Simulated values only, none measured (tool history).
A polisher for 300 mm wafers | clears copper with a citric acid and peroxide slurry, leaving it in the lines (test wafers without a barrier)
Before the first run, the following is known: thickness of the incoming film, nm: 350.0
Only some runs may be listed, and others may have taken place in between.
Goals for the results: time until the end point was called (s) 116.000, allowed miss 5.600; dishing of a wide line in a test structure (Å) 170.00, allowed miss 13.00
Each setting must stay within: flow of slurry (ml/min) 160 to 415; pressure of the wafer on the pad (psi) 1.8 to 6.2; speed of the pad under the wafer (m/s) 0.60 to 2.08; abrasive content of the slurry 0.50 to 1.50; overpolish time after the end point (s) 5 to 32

run	day	flow of slurry (ml/min)	pressure of the wafer on the pad (psi)	speed of the pad under the wafer (m/s)	abrasive content of the slurry	overpolish time after the end point (s)	time until the end point was called (s)	dishing of a wide line in a test structure (Å)
1	0.000	265	4.0	1.34	1.00	16	77.907	517.75
2	0.358	265	3.6	1.34	1.00	14	86.840	427.23
3	0.462	265	3.6	1.34	1.00	11	89.089	342.16
4	0.754	265	3.1	1.34	1.00	11	102.040	293.25
5	1.046	265	3.5	1.34	1.00	11	90.660	310.49
6	1.162	265	3.5	1.04	1.00	11	113.400	253.42
7	1.479	265	3.5	1.04	1.00	10	114.980	243.75
8	1.738	265	3.2	1.10	1.00	5	118.010	123.29

4 next moves are on the table. One of them brings every result within its allowed miss. Which?
A	1.996	290	2.7	1.28	1.05	7	?	?
B	1.996	390	3.7	0.90	1.10	9	?	?
C	1.996	255	3.8	0.90	1.05	5	?	?
D	1.996	225	3.2	1.16	1.05	9	?	?

move	time until the end point was called (s)	dishing of a wide line in a test structure (Å)
A	118.550	162.95
B	119.120	206.66
C	121.160	116.23
D	113.490	215.59
A: every result lands within tolerance
B: carries the result that was furthest off beyond its target, to the other side
C: misses by more than the last run did
D: carries the result that was furthest off beyond its target, to the other side
A is the move that brings every result within its allowed miss.

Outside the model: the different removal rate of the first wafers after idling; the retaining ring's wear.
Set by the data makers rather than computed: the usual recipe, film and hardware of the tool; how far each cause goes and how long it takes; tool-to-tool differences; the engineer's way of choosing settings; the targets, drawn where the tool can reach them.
